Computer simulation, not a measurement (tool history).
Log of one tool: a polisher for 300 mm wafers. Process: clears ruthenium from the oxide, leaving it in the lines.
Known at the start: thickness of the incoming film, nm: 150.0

run    day  flow of slurry (ml/min)  pressure of the wafer on the pad (psi)  speed of the pad under the wafer (m/s)  overpolish time after the end point (s)  time until the end point was called (s)
  1      0                      145                                     2.8                                    0.96                                       10                                   110.29
  2  0.129                      145                                     2.6                                    0.96                                       10                                   117.82
  3  0.338                      145                                     2.5                                    0.96                                       10                                   120.07
  4  0.538                      145                                     2.4                                    0.96                                       10                                    127.7
  5  0.796                      130                                     2.4                                    0.96                                       10                                   128.16
  6  0.892                      130                                     2.4                                    0.96                                        8                                   126.79
  7  1.021                      130                                     2.3                                    0.96                                        8                                   134.72

Forecast run 8:
  8  1.292                      130                                     2.2                                    0.96                                        8                                        ?

{"run 8": {"time until the end point was called (s)": 135.23}}
